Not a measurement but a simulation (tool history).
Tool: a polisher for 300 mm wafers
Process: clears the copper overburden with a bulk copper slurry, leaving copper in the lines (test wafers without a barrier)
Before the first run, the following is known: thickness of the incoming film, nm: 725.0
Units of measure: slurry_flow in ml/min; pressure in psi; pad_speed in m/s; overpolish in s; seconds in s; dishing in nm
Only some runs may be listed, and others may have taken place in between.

run	day	slurry_flow	pressure	pad_speed	slurry_solids	overpolish	seconds	dishing
1	0.000	130	1.8	1.12	1.0	22	139.93	67.368
2	0.038	125	1.8	1.12	1.0	23	140.27	73.452
3	0.117	125	1.8	1.02	1.0	23	154.64	69.246
4	0.338	125	1.8	1.02	1.2	23	146.80	71.329
5	0.592	125	2.2	1.02	1.2	23	119.02	82.319
6	0.896	120	2.1	1.02	1.2	24	127.66	82.115
7	0.988	115	2.1	1.02	1.2	24	126.49	81.471

What will run 8 give?
8	1.212	115	2.0	1.02	1.2	24	?	?

seconds: 135.60 s
dishing: 77.767 nm
